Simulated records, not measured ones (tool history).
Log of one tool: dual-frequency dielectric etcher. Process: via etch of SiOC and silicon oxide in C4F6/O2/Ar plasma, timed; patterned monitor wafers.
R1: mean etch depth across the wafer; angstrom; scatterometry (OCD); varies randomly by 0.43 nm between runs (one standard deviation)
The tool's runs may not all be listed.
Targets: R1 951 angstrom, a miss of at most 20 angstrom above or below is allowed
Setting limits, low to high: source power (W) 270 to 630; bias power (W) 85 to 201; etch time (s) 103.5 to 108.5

Run 1, day 0: source power (W) 450, bias power (W) 143, etch time (s) 103.5. Result: R1 1114.5 angstrom.
Run 2, day 0.258: source power (W) 420, bias power (W) 140, etch time (s) 103.5. Result: R1 1078.1 angstrom.
Run 3, day 0.558: source power (W) 390, bias power (W) 138, etch time (s) 103.5. Result: R1 1034.8 angstrom.
Run 4, day 0.675: source power (W) 390, bias power (W) 138, etch time (s) 103.5. Result: R1 1045.9 angstrom.
Run 5, day 1.046: source power (W) 370, bias power (W) 136, etch time (s) 103.5. Result: R1 1007.1 angstrom.
Run 6, day 1.35: source power (W) 340, bias power (W) 136, etch time (s) 103.5. Result: R1 981.52 angstrom.
Run 7, day 1.592: source power (W) 300, bias power (W) 133, etch time (s) 103.5. Result: R1 916.12 angstrom.
At day 1.792: source power generator calibrated.
Run 8, day 1.792: source power (W) 310, bias power (W) 133, etch time (s) 103.5. Result: R1 916.24 angstrom.
Run 9, day 2.121: source power (W) 320, bias power (W) 133, etch time (s) 103.5. Result: R1 931.29 angstrom.

Which one of the following 5 next-run settings gets every result inside its allowed miss? There is exactly one.
Run A, day 2.45: source power (W) 300, bias power (W) 119, etch time (s) 107.5. Result: R1 ?.
Run B, day 2.45: source power (W) 290, bias power (W) 123, etch time (s) 106. Result: R1 ?.
Run C, day 2.45: source power (W) 300, bias power (W) 139, etch time (s) 104. Result: R1 ?.
Run D, day 2.45: source power (W) 300, bias power (W) 127, etch time (s) 105.5. Result: R1 ?.
Run E, day 2.45: source power (W) 320, bias power (W) 140, etch time (s) 105.5. Result: R1 ?.

move      R1
   A  910.26
   B  891.02
   C  916.59
   D  908.18
   E  959.34
A: moves away from the targets compared with the last run
B: moves away from the targets compared with the last run
C: moves away from the targets compared with the last run
D: moves away from the targets compared with the last run
E: in spec on every target
Correct choice: E, which meets every target

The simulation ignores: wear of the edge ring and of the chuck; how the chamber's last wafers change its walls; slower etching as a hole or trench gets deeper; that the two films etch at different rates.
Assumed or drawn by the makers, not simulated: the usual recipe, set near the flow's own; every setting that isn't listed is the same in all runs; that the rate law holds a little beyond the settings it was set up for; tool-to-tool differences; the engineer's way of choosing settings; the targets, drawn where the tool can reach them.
